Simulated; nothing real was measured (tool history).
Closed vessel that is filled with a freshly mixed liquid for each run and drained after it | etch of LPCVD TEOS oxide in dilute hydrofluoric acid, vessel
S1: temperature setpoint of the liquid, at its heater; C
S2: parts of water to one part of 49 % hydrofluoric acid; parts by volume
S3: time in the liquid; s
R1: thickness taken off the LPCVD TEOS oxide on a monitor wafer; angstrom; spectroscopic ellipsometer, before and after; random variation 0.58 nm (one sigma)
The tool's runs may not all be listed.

Run 1, day 0: S1 22 C, S2 160 parts by volume, S3 90 s. Result: R1 270.53 angstrom.
Run 2, day 0.183: S1 20 C, S2 160 parts by volume, S3 90 s. Result: R1 249.74 angstrom.
Run 3, day 0.212: S1 20 C, S2 160 parts by volume, S3 90 s. Result: R1 244.79 angstrom.
Run 4, day 0.396: S1 18.5 C, S2 160 parts by volume, S3 90 s. Result: R1 230.4 angstrom.
Run 5, day 0.662: S1 20 C, S2 150 parts by volume, S3 90 s. Result: R1 265.95 angstrom.
Run 6, day 0.717: S1 20 C, S2 205 parts by volume, S3 90 s. Result: R1 182.69 angstrom.
Run 7, day 0.979: S1 21.5 C, S2 190 parts by volume, S3 90 s. Result: R1 212.52 angstrom.

Run 8 comes next. What will it give?
Run 8, day 1.008: S1 22.5 C, S2 175 parts by volume, S3 90 s. Result: R1 ?.

Run 8 gave R1 249.25 angstrom.
